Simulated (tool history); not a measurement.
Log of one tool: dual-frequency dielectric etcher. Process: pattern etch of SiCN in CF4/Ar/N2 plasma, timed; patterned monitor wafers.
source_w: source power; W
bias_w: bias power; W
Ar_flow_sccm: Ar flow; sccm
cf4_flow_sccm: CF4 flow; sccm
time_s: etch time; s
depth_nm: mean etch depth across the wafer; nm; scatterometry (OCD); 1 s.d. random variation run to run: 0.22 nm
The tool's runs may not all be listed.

run,day,source_w,bias_w,Ar_flow_sccm,cf4_flow_sccm,time_s,depth_nm
1,0.000,540,51,109,54,99.0,77.354
2,0.321,470,45,116,52,98.0,62.442
3,0.500,470,45,116,44,98.0,60.377
4,0.612,470,45,116,53,98.0,63.007
5,0.667,420,43,117,53,98.0,54.708
6,0.904,420,43,117,57,98.0,55.551

Predict the results of run 7:
7,1.279,420,43,117,57,98.0,?

depth_nm: 55.773 nm

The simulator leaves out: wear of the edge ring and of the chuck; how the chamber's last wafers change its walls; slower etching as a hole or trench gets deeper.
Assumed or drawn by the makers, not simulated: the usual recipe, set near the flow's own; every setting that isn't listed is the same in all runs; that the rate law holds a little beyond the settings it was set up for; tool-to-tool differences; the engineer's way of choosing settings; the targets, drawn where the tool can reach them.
